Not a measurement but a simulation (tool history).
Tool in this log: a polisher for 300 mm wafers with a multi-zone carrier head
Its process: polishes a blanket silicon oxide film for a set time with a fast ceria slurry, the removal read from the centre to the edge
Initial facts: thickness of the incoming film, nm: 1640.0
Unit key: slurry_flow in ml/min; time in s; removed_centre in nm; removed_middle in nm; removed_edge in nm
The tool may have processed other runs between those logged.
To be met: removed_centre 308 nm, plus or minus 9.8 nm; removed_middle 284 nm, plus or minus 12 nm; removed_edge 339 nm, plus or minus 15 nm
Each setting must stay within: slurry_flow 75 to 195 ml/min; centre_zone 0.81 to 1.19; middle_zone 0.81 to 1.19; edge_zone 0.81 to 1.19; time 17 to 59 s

run 1 hour=0 | slurry_flow=125 centre_zone=1 middle_zone=1 edge_zone=1 time=38 | removed_centre=539.09 removed_middle=540.62 removed_edge=547.08
run 2 hour=1.6 | slurry_flow=120 centre_zone=0.99 middle_zone=0.98 edge_zone=1 time=36 | removed_centre=512.58 removed_middle=511.79 removed_edge=511.91
run 3 hour=9.5 | slurry_flow=115 centre_zone=0.98 middle_zone=0.96 edge_zone=1.03 time=34 | removed_centre=469.46 removed_middle=475.96 removed_edge=484.93
run 4 hour=17.6 | slurry_flow=110 centre_zone=0.98 middle_zone=0.94 edge_zone=1.05 time=32 | removed_centre=434.97 removed_middle=431.48 removed_edge=469.31
run 5 hour=26.4 | slurry_flow=105 centre_zone=0.98 middle_zone=0.92 edge_zone=1.05 time=30 | removed_centre=402.37 removed_middle=391.41 removed_edge=427.96
run 6 hour=35.3 | slurry_flow=105 centre_zone=0.98 middle_zone=0.92 edge_zone=1.01 time=30 | removed_centre=401.03 removed_middle=398.74 removed_edge=419.72
run 7 hour=43.5 | slurry_flow=85 centre_zone=0.96 middle_zone=0.82 edge_zone=1.05 time=20 | removed_centre=244.94 removed_middle=225.74 removed_edge=277.38
run 8 hour=49.4 | slurry_flow=95 centre_zone=0.96 middle_zone=0.82 edge_zone=1.06 time=20 | removed_centre=250.8 removed_middle=231.97 removed_edge=287.27
run 9 hour=54.9 | slurry_flow=105 centre_zone=0.96 middle_zone=0.82 edge_zone=1.06 time=20 | removed_centre=265.01 removed_middle=236.4 removed_edge=279.68
run 10 hour=57.7 | slurry_flow=105 centre_zone=0.97 middle_zone=0.83 edge_zone=1.07 time=20 | removed_centre=259.33 removed_middle=242.28 removed_edge=283.8
run 11 hour=64.7 | slurry_flow=105 centre_zone=0.98 middle_zone=0.83 edge_zone=1.08 time=21 | removed_centre=280.48 removed_middle=248.25 removed_edge=303
run 12 hour=65.9 | slurry_flow=110 centre_zone=0.98 middle_zone=0.84 edge_zone=1.09 time=21 | removed_centre=279.86 removed_middle=256.45 removed_edge=313.21

Which of these 5 next moves meets every target?
run A hour=67.1 | slurry_flow=130 centre_zone=1.02 middle_zone=0.81 edge_zone=1.07 time=23 | removed_centre=? removed_middle=? removed_edge=?
run B hour=67.1 | slurry_flow=85 centre_zone=1.02 middle_zone=0.81 edge_zone=1.19 time=26 | removed_centre=? removed_middle=? removed_edge=?
run C hour=67.1 | slurry_flow=115 centre_zone=0.95 middle_zone=0.81 edge_zone=1.09 time=21 | removed_centre=? removed_middle=? removed_edge=?
run D hour=67.1 | slurry_flow=145 centre_zone=0.95 middle_zone=0.89 edge_zone=1.06 time=21 | removed_centre=? removed_middle=? removed_edge=?
run E hour=67.1 | slurry_flow=115 centre_zone=0.97 middle_zone=0.84 edge_zone=1.09 time=23 | removed_centre=? removed_middle=? removed_edge=?

move=A removed_centre=337.56 removed_middle=284.59 removed_edge=345.27
move=B removed_centre=336.61 removed_middle=288.53 removed_edge=382.69
move=C removed_centre=278.05 removed_middle=252.91 removed_edge=312.14
move=D removed_centre=294.33 removed_middle=287.09 removed_edge=318.39
move=E removed_centre=311.06 removed_middle=285.32 removed_edge=341.74
A: takes the result that was furthest off past its target
B: takes the result that was furthest off past its target
C: its largest miss is bigger than the last run's
D: nearer the targets than the last run, but a result is still out of spec
E: in spec on every target
E is the move that brings every result within its allowed miss.

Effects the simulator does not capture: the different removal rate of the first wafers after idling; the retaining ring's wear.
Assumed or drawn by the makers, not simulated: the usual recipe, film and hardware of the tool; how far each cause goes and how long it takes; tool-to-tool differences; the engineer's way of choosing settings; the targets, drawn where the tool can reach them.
